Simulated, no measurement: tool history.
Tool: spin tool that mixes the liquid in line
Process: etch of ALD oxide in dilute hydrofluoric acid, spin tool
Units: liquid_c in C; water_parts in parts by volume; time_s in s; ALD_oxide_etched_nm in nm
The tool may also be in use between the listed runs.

| run | hour | liquid_c | water_parts | time_s | ALD_oxide_etched_nm |
|---|---|---|---|---|---|
| 1 | 0.0 | 24.0 | 275 | 200 | 6.8456 |
| 2 | 2.0 | 24.0 | 230 | 200 | 8.5967 |
| 3 | 2.8 | 22.0 | 280 | 200 | 6.2370 |
| 4 | 3.9 | 20.5 | 315 | 200 | 5.1112 |
| 5 | 6.8 | 22.5 | 315 | 200 | 5.4466 |
| 6 | 15.5 | 20.0 | 315 | 200 | 5.0017 |
| 7 | 22.4 | 19.0 | 340 | 200 | 4.3760 |
| 8 | 28.2 | 18.5 | 360 | 200 | 4.0003 |

Forecast run 9:
| 9 | 29.2 | 18.0 | 375 | 200 | ? |

{"run 9": {"ALD_oxide_etched_nm": 3.7303}}
